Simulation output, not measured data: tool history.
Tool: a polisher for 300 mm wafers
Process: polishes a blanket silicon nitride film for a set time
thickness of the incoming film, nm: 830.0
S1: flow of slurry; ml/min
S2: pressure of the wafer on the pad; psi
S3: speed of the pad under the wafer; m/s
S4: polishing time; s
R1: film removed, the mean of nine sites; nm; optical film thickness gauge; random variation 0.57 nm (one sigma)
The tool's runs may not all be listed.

{"run": 1, "hour": 0.0, "S1": 215, "S2": 2.6, "S3": 1.04, "S4": 52, "R1": 79.423}
{"run": 2, "hour": 5.4, "S1": 190, "S2": 2.6, "S3": 1.04, "S4": 52, "R1": 78.534}
{"run": 3, "hour": 7.2, "S1": 190, "S2": 2.6, "S3": 1.28, "S4": 52, "R1": 88.802}
{"run": 4, "hour": 10.3, "S1": 135, "S2": 2.6, "S3": 1.28, "S4": 52, "R1": 86.296}
{"run": 5, "hour": 11.7, "S1": 130, "S2": 2.6, "S3": 1.28, "S4": 52, "R1": 85.845}
{"run": 6, "hour": 17.7, "S1": 130, "S2": 2.6, "S3": 1.28, "S4": 52, "R1": 84.234}

Run 7 comes next. What will it give?
{"run": 7, "hour": 25.4, "S1": 130, "S2": 2.3, "S3": 1.26, "S4": 52, "R1": "?"}

Run 7 gave R1 75.828 nm.
